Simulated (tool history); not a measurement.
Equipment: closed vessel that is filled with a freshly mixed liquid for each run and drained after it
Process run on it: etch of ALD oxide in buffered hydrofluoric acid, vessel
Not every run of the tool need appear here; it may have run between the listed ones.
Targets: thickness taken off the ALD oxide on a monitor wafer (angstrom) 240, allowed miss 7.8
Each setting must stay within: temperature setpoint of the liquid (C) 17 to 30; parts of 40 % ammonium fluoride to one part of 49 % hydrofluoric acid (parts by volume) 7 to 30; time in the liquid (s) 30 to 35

run,day,temperature setpoint of the liquid (C),parts of 40 % ammonium fluoride to one part of 49 % hydrofluoric acid (parts by volume),time in the liquid (s),thickness taken off the ALD oxide on a monitor wafer (angstrom)
1,0,22,20,35,410.24
2,0.183,21,21.5,35,367.8
3,0.212,20,23,35,333.78
4,0.554,22,23,35,372.01
5,0.65,22,26,35,341.88
6,0.979,21,26.5,35,320.74
7,1.075,20,27,35,299.68
8,1.242,19.5,27.5,35,283.96
9,1.504,19,28,35,273.19
10,1.625,18.5,28,35,265.8
11,1.896,18,28,35,257.96
12,2.267,17.5,28.5,35,246.62
13,2.417,17.5,28.5,35,251.2

Pick the move, out of 4, that brings all results within their allowed miss; only one does.
A,2.567,19,28.5,35,?
B,2.567,17,28.5,35,?
C,2.567,17.5,27,35,?
D,2.567,18.5,29,35,?

move,thickness taken off the ALD oxide on a monitor wafer (angstrom)
A,272.33
B,242.96
C,259.57
D,261.54
A: lands further from the targets than the last run did
B: every result within its allowed miss
C: lands further from the targets than the last run did
D: lands further from the targets than the last run did
The right move is B.

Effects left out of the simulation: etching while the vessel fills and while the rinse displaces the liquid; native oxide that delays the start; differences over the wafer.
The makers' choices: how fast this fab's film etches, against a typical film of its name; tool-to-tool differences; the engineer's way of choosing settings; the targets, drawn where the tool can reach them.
